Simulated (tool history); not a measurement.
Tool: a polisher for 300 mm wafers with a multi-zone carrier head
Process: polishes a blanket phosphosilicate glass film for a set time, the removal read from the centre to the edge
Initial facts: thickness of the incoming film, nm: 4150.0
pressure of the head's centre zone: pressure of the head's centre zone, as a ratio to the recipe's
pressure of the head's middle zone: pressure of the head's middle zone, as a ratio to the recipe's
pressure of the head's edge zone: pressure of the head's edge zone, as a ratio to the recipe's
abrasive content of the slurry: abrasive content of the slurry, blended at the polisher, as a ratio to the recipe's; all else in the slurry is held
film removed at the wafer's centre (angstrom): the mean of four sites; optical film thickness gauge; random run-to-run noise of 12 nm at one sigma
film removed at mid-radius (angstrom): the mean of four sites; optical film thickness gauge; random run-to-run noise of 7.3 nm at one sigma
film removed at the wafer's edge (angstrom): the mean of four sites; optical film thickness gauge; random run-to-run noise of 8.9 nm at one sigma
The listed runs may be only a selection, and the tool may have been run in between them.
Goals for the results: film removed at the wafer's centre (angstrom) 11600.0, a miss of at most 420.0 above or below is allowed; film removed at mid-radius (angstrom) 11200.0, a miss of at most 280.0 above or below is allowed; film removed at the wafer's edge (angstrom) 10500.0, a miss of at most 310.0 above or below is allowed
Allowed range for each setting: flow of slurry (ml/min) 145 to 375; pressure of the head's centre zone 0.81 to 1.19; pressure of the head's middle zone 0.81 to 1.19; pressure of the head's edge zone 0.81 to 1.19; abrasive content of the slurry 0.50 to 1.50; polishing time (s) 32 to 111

run    day  flow of slurry (ml/min)  pressure of the head's centre zone  pressure of the head's middle zone  pressure of the head's edge zone  abrasive content of the slurry  polishing time (s)  film removed at the wafer's centre (angstrom)  film removed at mid-radius (angstrom)  film removed at the wafer's edge (angstrom)
  1  0.000                      240                                1.00                                1.00                              1.00                            1.00                  71                                         7325.6                                 7298.9                                       7315.3
  2  0.296                      260                                1.05                                1.05                              1.05                            1.15                  72                                         8100.3                                 8286.7                                       8063.9
  3  0.479                      260                                1.05                                1.05                              0.98                            1.15                  72                                         8151.8                                 8270.3                                       7745.8
  4  0.692                      270                                1.09                                1.06                              1.01                            1.25                  75                                         9034.3                                 9037.3                                       8549.4
  5  0.862                      280                                1.12                                1.07                              1.02                            1.35                  77                                         9997.1                                 9649.6                                       9098.6
  6  0.912                      290                                1.14                                1.09                              1.05                            1.40                  78                                        10549.0                                10034.0                                       9499.5
  7  1.221                      295                                1.15                                1.11                              1.07                            1.45                  79                                        10831.0                                10405.0                                       9677.1
  8  1.433                      300                                1.15                                1.11                              1.08                            1.45                  80                                        11220.0                                10494.0                                       9981.4
  9  1.592                      305                                1.14                                1.12                              1.09                            1.45                  81                                        11252.0                                10800.0                                      10187.0
 10  1.933                      315                                1.14                                1.13                              1.10                            1.45                  81                                        11124.0                                10882.0                                      10263.0
 11  2.208                      320                                1.15                                1.13                              1.10                            1.45                  81                                        11276.0                                10866.0                                      10106.0
 12  2.429                      320                                1.15                                1.13                              1.11                            1.45                  81                                        10966.0                                10931.0                                      10077.0
 13  2.529                      315                                1.15                                1.13                              1.11                            1.45                  81                                        11089.0                                10736.0                                      10145.0

Which one of the following 5 next-run settings gets every result inside its allowed miss? There is exactly one.
  A  2.629                      295                                1.08                                1.12                              1.09                            1.30                  88                                              ?                                      ?                                            ?
  B  2.629                      315                                1.07                                0.98                              1.19                            1.35                  85                                              ?                                      ?                                            ?
  C  2.629                      330                                1.11                                1.17                              1.13                            1.35                  81                                              ?                                      ?                                            ?
  D  2.629                      310                                1.03                                1.04                              1.19                            1.35                  84                                              ?                                      ?                                            ?
  E  2.629                      330                                1.13                                1.11                              1.08                            1.45                  84                                              ?                                      ?                                            ?

move  film removed at the wafer's centre (angstrom)  film removed at mid-radius (angstrom)  film removed at the wafer's edge (angstrom)
   A                                        10861.0                                11165.0                                      10402.0
   B                                        10583.0                                 9806.8                                      10593.0
   C                                        10515.0                                10902.0                                       9893.1
   D                                        10057.0                                10182.0                                      10451.0
   E                                        11389.0                                11089.0                                      10361.0
A: the furthest-off result lands on target, but another misses its tolerance
B: its largest miss is bigger than the last run's
C: its largest miss is bigger than the last run's
D: its largest miss is bigger than the last run's
E: all results land within tolerance of their targets
The move that meets every target is E.
